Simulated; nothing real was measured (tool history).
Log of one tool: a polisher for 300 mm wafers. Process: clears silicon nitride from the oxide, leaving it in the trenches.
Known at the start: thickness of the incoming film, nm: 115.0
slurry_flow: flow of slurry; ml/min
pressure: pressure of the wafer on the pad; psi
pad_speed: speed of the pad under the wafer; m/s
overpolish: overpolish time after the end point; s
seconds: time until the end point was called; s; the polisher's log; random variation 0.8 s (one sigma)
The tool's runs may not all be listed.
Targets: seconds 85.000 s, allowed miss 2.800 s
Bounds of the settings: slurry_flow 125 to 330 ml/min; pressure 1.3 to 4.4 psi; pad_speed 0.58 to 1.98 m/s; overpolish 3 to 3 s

| run | hour | slurry_flow | pressure | pad_speed | overpolish | seconds |
|---|---|---|---|---|---|---|
| 1 | 0.0 | 210 | 2.8 | 1.28 | 3 | 126.400 |
| 2 | 8.2 | 185 | 2.8 | 1.28 | 3 | 128.670 |
| 3 | 14.1 | 185 | 2.3 | 1.28 | 3 | 153.650 |
| 4 | 18.7 | 190 | 2.7 | 1.28 | 3 | 133.630 |
| 5 | 21.2 | 195 | 3.0 | 1.28 | 3 | 121.310 |
| 6 | 24.7 | 205 | 3.2 | 1.28 | 3 | 112.640 |
| 7 | 32.5 | 210 | 3.4 | 1.28 | 3 | 104.820 |
| 8 | 36.6 | 215 | 3.5 | 1.28 | 3 | 102.790 |
| 9 | 41.3 | 215 | 3.6 | 1.28 | 3 | 97.456 |
| 10 | 44.2 | 215 | 3.7 | 1.28 | 3 | 96.667 |
|  | 50.1 | worn pad replaced by a new one |
| 11 | 50.1 | 220 | 3.8 | 1.28 | 3 | 90.003 |
| 12 | 51.4 | 225 | 3.8 | 1.28 | 3 | 86.876 |

Which of these 4 next moves meets every target?
| A | 52.7 | 235 | 3.9 | 1.28 | 3 | ? |
| B | 52.7 | 255 | 3.9 | 1.18 | 3 | ? |
| C | 52.7 | 270 | 3.9 | 1.16 | 3 | ? |
| D | 52.7 | 220 | 3.8 | 1.24 | 3 | ? |

| move | seconds |
|---|---|
| A | 85.794 |
| B | 91.943 |
| C | 92.898 |
| D | 91.459 |
A: meets every target
B: further off than the last run
C: further off than the last run
D: further off than the last run
Move A is the one to make.
